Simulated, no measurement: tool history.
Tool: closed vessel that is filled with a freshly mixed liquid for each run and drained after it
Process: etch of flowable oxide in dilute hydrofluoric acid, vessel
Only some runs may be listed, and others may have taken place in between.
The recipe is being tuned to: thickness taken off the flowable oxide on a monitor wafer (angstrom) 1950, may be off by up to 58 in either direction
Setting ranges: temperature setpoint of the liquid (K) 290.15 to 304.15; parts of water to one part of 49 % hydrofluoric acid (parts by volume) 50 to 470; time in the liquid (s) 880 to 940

| run | hour | temperature setpoint of the liquid (K) | parts of water to one part of 49 % hydrofluoric acid (parts by volume) | time in the liquid (s) | thickness taken off the flowable oxide on a monitor wafer (angstrom) |
|---|---|---|---|---|---|
| 1 | 0 | 296.15 | 260 | 880 | 871.85 |
| 2 | 3.2 | 296.65 | 250 | 880 | 939.89 |
| 3 | 11.4 | 297.15 | 240 | 880 | 1001.6 |
| 4 | 17 | 293.65 | 240 | 880 | 879.99 |
| 5 | 23.1 | 294.65 | 230 | 880 | 979.87 |
| 6 | 31.5 | 294.65 | 230 | 940 | 1046.3 |
| 7 | 34.8 | 295.65 | 225 | 940 | 1109.1 |
| 8 | 40.9 | 296.65 | 220 | 940 | 1166.2 |
| 9 | 41.6 | 297.15 | 210 | 940 | 1285.4 |
| 10 | 44.8 | 297.65 | 205 | 940 | 1336.2 |
| 11 | 53.2 | 298.15 | 200 | 940 | 1379.7 |
| 12 | 57.8 | 298.65 | 195 | 940 | 1443.2 |
| 13 | 64.2 | 299.15 | 190 | 940 | 1542.9 |
| 14 | 71.6 | 299.65 | 190 | 940 | 1579.3 |
| 15 | 79.7 | 300.15 | 190 | 940 | 1609.8 |
| 16 | 86.1 | 300.65 | 190 | 940 | 1613.8 |
| 17 | 87.4 | 300.65 | 190 | 940 | 1630.9 |
| 18 | 88.9 | 301.15 | 190 | 940 | 1639.7 |
| 19 | 93.1 | 301.65 | 190 | 940 | 1684.4 |
| 20 | 99.7 | 303.15 | 185 | 940 | 1818.5 |

4 next moves are on the table. One of them brings every result within its allowed miss. Which?
| A | 106.3 | 303.15 | 170 | 895 | ? |
| B | 106.3 | 301.65 | 185 | 905 | ? |
| C | 106.3 | 301.65 | 160 | 940 | ? |
| D | 106.3 | 298.15 | 155 | 910 | ? |

| move | thickness taken off the flowable oxide on a monitor wafer (angstrom) |
|---|---|
| A | 1913.4 |
| B | 1654.7 |
| C | 2049.3 |
| D | 1810.3 |
A: all results land within tolerance of their targets
B: its largest miss is bigger than the last run's
C: takes the result that was furthest off past its target
D: its largest miss is bigger than the last run's
Correct choice: A, which meets every target
